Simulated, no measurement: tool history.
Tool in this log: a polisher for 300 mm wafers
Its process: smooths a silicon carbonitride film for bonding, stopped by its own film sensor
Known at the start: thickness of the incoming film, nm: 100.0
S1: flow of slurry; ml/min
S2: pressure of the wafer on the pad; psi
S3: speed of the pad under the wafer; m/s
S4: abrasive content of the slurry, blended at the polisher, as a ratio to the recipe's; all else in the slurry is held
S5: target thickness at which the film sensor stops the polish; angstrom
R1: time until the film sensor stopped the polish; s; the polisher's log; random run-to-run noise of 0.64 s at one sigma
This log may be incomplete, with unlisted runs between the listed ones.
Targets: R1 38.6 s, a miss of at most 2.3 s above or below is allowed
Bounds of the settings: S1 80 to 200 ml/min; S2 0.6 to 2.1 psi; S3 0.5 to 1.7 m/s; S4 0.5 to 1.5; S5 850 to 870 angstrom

run,hour,S1,S2,S3,S4,S5,R1
1,0,130,1.3,1.1,1,850,78.57
2,8.4,130,1.4,1.12,1,850,73.95
3,12.1,130,1.5,1.16,1,850,68.936
4,13.8,130,1.5,1.16,1,850,65.282
5,17.3,130,1.7,1.16,1,850,59.91
6,24.5,110,1.7,1.16,1,850,61.364
7,28.8,110,1.8,1.2,1,850,56.844
8,36,110,1.8,1.2,1,850,59.18
9,38.4,115,1.9,1.24,1,850,54.674
10,42.8,115,1.9,1.3,1.05,850,49.211
11,44.5,115,1.9,1.32,1.05,850,49.282
12,49.5,115,1.9,1.36,1.05,850,47.715
13,50.6,120,2.1,1.44,1.05,850,41.908
14,54.9,120,2.1,1.46,1.05,850,41.647
15,63.5,120,2.1,1.46,1.05,850,41.068

Exactly one of the 4 candidate moves below puts every result within its allowed miss. Which one?
A,72.1,190,2.1,1.2,1.15,850,?
B,72.1,150,2.1,1.38,1.1,870,?
C,72.1,125,2,1.5,0.95,870,?
D,72.1,85,2.1,1.62,0.95,850,?

move,R1
A,41.87
B,34.529
C,37.593
D,41.599
A: the biggest miss grows against the last run
B: pushes the last run's worst result past its target
C: all results land within tolerance of their targets
D: the biggest miss grows against the last run
Correct choice: C, which meets every target
